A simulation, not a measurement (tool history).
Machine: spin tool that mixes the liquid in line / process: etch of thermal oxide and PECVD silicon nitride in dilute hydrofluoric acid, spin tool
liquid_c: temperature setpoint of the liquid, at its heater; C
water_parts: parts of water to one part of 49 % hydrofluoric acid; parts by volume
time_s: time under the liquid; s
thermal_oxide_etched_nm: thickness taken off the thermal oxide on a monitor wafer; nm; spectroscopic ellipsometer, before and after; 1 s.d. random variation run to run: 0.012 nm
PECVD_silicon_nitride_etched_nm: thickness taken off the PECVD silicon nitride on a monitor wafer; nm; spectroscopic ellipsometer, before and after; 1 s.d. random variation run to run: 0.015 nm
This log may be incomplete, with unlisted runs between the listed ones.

run	hour	liquid_c	water_parts	time_s	thermal_oxide_etched_nm	PECVD_silicon_nitride_etched_nm
1	0	20	145	180	4.8316	2.0722
2	3.7	20	145	215	5.7697	2.4024
3	4.9	21	180	215	4.6534	2.158
4	9.1	20.5	205	215	3.8909	1.8391
5	17.5	20.5	185	215	4.4277	1.9439
6	20.8	20.5	155	215	5.4515	2.3908
7	21.4	21	190	210	4.248	1.9667
8	24.1	21	210	205	3.6782	1.7873
9	32	20.5	225	200	3.2424	1.5334
10	34	21	235	195	3.0555	1.4859
11	40.3	21.5	240	190	2.9476	1.4461

Run 12 comes next. What will it give?
12	44.6	21.5	245	185	?	?

{"run 12": {"thermal_oxide_etched_nm": 2.8118, "PECVD_silicon_nitride_etched_nm": 1.4036}}

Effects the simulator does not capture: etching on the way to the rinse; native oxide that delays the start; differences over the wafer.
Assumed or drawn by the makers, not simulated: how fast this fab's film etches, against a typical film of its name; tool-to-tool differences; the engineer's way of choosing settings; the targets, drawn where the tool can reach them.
